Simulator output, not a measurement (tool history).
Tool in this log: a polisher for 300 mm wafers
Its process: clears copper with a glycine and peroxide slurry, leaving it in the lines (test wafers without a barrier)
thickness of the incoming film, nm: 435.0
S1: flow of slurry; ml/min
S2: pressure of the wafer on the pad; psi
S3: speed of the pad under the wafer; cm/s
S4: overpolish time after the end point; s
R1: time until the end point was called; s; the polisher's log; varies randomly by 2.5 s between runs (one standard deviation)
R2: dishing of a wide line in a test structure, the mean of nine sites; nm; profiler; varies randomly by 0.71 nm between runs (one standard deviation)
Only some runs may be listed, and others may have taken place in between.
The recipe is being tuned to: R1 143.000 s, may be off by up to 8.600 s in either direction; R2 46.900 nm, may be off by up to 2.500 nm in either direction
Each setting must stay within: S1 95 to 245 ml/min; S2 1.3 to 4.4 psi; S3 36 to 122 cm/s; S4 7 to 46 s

| run | hour | S1 | S2 | S3 | S4 | R1 | R2 |
|---|---|---|---|---|---|---|---|
| 1 | 0.0 | 155 | 2.8 | 78 | 24 | 95.887 | 57.611 |
| 2 | 2.8 | 155 | 2.5 | 76 | 24 | 107.720 | 53.229 |
| 3 | 7.9 | 155 | 2.5 | 88 | 24 | 97.668 | 58.360 |
| 4 | 9.2 | 155 | 2.5 | 88 | 15 | 96.772 | 41.634 |
| 5 | 14.4 | 155 | 2.5 | 88 | 7 | 98.098 | 22.635 |
| 6 | 17.3 | 150 | 2.2 | 88 | 11 | 107.470 | 29.789 |
| 7 | 21.9 | 130 | 1.4 | 86 | 20 | 144.590 | 38.906 |
|  | 26.3 | slurry nozzle cleaned |
| 8 | 26.3 | 130 | 1.4 | 86 | 20 | 132.400 | 40.743 |
| 9 | 32.2 | 130 | 1.4 | 84 | 21 | 138.210 | 40.065 |
| 10 | 33.9 | 130 | 1.4 | 84 | 22 | 140.980 | 41.910 |
| 11 | 35.6 | 130 | 1.4 | 84 | 23 | 138.510 | 44.073 |

Next run, 5 choices. One meets every target within its allowed miss, the rest don't. Which?
| A | 37.3 | 150 | 1.6 | 84 | 27 | ? | ? |
| B | 37.3 | 165 | 1.3 | 82 | 27 | ? | ? |
| C | 37.3 | 130 | 1.3 | 62 | 25 | ? | ? |
| D | 37.3 | 135 | 1.3 | 70 | 26 | ? | ? |
| E | 37.3 | 145 | 1.3 | 62 | 37 | ? | ? |

| move | R1 | R2 |
|---|---|---|
| A | 129.200 | 51.513 |
| B | 144.310 | 47.806 |
| C | 172.830 | 40.490 |
| D | 161.730 | 43.455 |
| E | 169.900 | 53.898 |
A: the result that was furthest off in the last run now lies on the other side of its target
B: all results land within tolerance of their targets
C: its largest miss is bigger than the last run's
D: its largest miss is bigger than the last run's
E: the result that was furthest off in the last run now lies on the other side of its target
Go with B: it meets all targets.
